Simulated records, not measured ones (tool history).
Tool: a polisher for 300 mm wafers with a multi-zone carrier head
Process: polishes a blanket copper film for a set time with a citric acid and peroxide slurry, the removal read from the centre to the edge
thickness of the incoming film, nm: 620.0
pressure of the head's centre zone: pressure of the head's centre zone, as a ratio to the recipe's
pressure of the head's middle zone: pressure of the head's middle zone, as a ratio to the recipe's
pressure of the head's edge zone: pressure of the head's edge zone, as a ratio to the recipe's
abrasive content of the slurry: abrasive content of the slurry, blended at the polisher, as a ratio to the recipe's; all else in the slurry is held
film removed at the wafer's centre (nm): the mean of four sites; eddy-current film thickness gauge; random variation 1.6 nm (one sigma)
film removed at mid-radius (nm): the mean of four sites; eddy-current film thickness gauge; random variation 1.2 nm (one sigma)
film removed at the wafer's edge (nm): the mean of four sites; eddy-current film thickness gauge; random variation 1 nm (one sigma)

| run | hour | flow of slurry (ml/min) | pressure of the head's centre zone | pressure of the head's middle zone | pressure of the head's edge zone | abrasive content of the slurry | polishing time (s) | film removed at the wafer's centre (nm) | film removed at mid-radius (nm) | film removed at the wafer's edge (nm) |
|---|---|---|---|---|---|---|---|---|---|---|
| 1 | 0 | 150 | 1 | 1 | 1 | 1 | 73 | 181.37 | 175.77 | 182.97 |
| 2 | 6 | 150 | 1 | 1 | 1 | 1.2 | 73 | 190.33 | 189.45 | 190.61 |
| 3 | 7.1 | 150 | 1 | 1 | 1 | 1 | 73 | 182.71 | 176.94 | 186.31 |
| 4 | 8.1 | 115 | 1 | 1 | 1 | 1 | 73 | 168.63 | 167.93 | 179.82 |
| 5 | 9.6 | 115 | 1 | 1 | 1 | 1.15 | 73 | 177.04 | 175.81 | 183.34 |
| 6 | 11.7 | 115 | 1 | 1.07 | 1 | 1.15 | 73 | 175.18 | 182.67 | 182.96 |
| 7 | 13.3 | 120 | 1.03 | 1.05 | 0.98 | 1 | 65 | 162.82 | 152.97 | 154.42 |
| 8 | 19.2 | 115 | 1.03 | 1.03 | 0.96 | 0.9 | 61 | 143.64 | 138.82 | 140.1 |
| 9 | 27.8 | 125 | 1.13 | 0.93 | 0.89 | 0.65 | 45 | 104.49 | 88.088 | 93.452 |
| 10 | 28.5 | 130 | 1.13 | 0.93 | 0.91 | 0.65 | 45 | 110.46 | 87.477 | 96.258 |
| 11 | 29.4 | 135 | 1.12 | 0.94 | 0.92 | 0.65 | 45 | 109.62 | 90.125 | 95.322 |

Forecast run 12:
| 12 | 30.6 | 135 | 1.11 | 0.94 | 0.94 | 0.65 | 45 | ? | ? | ? |

Run 12 gave film removed at the wafer's centre (nm) 106.94, film removed at mid-radius (nm) 90.548, film removed at the wafer's edge (nm) 95.236.
